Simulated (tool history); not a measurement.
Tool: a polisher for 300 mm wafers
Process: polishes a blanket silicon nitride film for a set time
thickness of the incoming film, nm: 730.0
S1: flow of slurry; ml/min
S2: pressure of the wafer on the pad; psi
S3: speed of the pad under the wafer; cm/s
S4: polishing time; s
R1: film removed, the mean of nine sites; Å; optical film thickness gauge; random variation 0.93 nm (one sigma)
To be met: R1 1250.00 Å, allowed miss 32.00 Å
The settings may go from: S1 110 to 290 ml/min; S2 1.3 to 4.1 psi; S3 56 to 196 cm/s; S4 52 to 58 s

run 1 hour=0.0 | S1=185 S2=2.7 S3=126 S4=58 | R1=977.22
run 2 hour=9.0 | S1=190 S2=2.8 S3=126 S4=58 | R1=1019.00
run 3 hour=9.8 | S1=195 S2=2.9 S3=126 S4=58 | R1=1048.90
run 4 hour=12.2 | S1=195 S2=3.0 S3=126 S4=58 | R1=1091.90
run 5 hour=18.1 | S1=195 S2=3.0 S3=126 S4=52 | R1=962.65
run 6 hour=22.6 | S1=195 S2=2.7 S3=126 S4=52 | R1=883.47
run 7 hour=26.2 | S1=195 S2=2.8 S3=126 S4=52 | R1=906.48
-- hour=34.4 slurry nozzle cleaned
run 8 hour=34.4 | S1=195 S2=2.9 S3=126 S4=52 | R1=990.74
run 9 hour=38.0 | S1=195 S2=3.0 S3=126 S4=52 | R1=1014.20

Which of these 4 next moves meets every target?
run A hour=41.6 | S1=210 S2=3.1 S3=128 S4=56 | R1=?
run B hour=41.6 | S1=260 S2=3.3 S3=138 S4=53 | R1=?
run C hour=41.6 | S1=155 S2=3.0 S3=136 S4=58 | R1=?
run D hour=41.6 | S1=190 S2=2.3 S3=134 S4=52 | R1=?

move=A R1=1139.40
move=B R1=1241.90
move=C R1=1161.70
move=D R1=813.41
A: nearer than the last run, and not there yet
B: meets every target
C: nearer than the last run, and not there yet
D: further off than the last run
The right move is B.
